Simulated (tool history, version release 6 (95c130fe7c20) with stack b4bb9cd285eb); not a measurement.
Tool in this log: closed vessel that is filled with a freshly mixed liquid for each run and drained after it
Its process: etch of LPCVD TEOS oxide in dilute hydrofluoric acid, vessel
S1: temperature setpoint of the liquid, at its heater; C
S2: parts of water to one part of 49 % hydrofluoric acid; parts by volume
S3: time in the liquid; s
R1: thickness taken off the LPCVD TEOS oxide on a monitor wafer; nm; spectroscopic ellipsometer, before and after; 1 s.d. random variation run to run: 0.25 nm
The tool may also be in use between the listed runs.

run 1 hour=0.0 | S1=23.0 S2=115 S3=100 | R1=22.614
run 2 hour=3.7 | S1=24.0 S2=115 S3=100 | R1=23.525
run 3 hour=9.5 | S1=25.0 S2=115 S3=100 | R1=24.732
run 4 hour=16.5 | S1=22.5 S2=115 S3=100 | R1=22.060
run 5 hour=20.7 | S1=22.5 S2=115 S3=110 | R1=24.578
run 6 hour=21.5 | S1=23.0 S2=115 S3=110 | R1=25.092
run 7 hour=30.7 | S1=23.5 S2=115 S3=110 | R1=25.512
run 8 hour=38.1 | S1=24.0 S2=115 S3=110 | R1=25.928

Run 9, settings as shown, results not yet in. Your forecast:
run 9 hour=41.6 | S1=24.5 S2=115 S3=110 | R1=?

{"run 9": {"R1": 26.328}}
